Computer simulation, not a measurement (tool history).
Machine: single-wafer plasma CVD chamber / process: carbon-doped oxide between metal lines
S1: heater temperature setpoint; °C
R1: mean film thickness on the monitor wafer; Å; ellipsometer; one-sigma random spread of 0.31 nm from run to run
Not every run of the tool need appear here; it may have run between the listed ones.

run 1 hour=0.0 | S1=365 chamber_pressure_(Pa)=832 RF_power_(kW)=0.670 deposition_time_(s)=8.8 | R1=567.97
run 2 hour=8.4 | S1=370 chamber_pressure_(Pa)=832 RF_power_(kW)=0.670 deposition_time_(s)=8.8 | R1=569.36
run 3 hour=11.6 | S1=370 chamber_pressure_(Pa)=849 RF_power_(kW)=0.730 deposition_time_(s)=8.8 | R1=599.28
run 4 hour=19.4 | S1=375 chamber_pressure_(Pa)=849 RF_power_(kW)=0.730 deposition_time_(s)=8.8 | R1=593.56
run 5 hour=20.0 | S1=375 chamber_pressure_(Pa)=931 RF_power_(kW)=0.730 deposition_time_(s)=8.8 | R1=600.21
run 6 hour=21.0 | S1=374 chamber_pressure_(Pa)=945 RF_power_(kW)=0.770 deposition_time_(s)=8.8 | R1=625.41
run 7 hour=29.1 | S1=373 chamber_pressure_(Pa)=959 RF_power_(kW)=0.795 deposition_time_(s)=8.8 | R1=643.09

The next listed run, before its measurement:
run 8 hour=30.0 | S1=373 chamber_pressure_(Pa)=968 RF_power_(kW)=0.810 deposition_time_(s)=8.8 | R1=?

{"run 8": {"R1": 652.2}}
